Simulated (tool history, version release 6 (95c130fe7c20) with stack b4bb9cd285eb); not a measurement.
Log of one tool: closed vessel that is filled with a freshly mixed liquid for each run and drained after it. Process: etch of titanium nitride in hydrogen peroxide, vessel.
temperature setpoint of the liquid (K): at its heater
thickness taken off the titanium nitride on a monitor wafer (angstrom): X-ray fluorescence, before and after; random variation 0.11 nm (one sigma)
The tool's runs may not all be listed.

run  hour  temperature setpoint of the liquid (K)  concentration of hydrogen peroxide in the mixed liquid (% by weight)  time in the liquid (s)  thickness taken off the titanium nitride on a monitor wafer (angstrom)
  1   0.0                                  318.15                                                                  19.5                     580                                                                  249.25
  2   7.7                                  315.15                                                                  19.5                     580                                                                  196.82
  3  10.0                                  314.65                                                                  19.5                     580                                                                  192.52
  4  13.6                                  314.15                                                                  19.5                     580                                                                  184.06
  5  21.3                                  313.65                                                                  19.5                     580                                                                  177.09
     24.3  -- new drum of peroxide connected
  6  24.3                                  313.15                                                                  19.5                     580                                                                  171.26

Forecast run 7:
  7  28.0                                  312.65                                                                  19.5                     580                                                                       ?

thickness taken off the titanium nitride on a monitor wafer (angstrom): 165.16

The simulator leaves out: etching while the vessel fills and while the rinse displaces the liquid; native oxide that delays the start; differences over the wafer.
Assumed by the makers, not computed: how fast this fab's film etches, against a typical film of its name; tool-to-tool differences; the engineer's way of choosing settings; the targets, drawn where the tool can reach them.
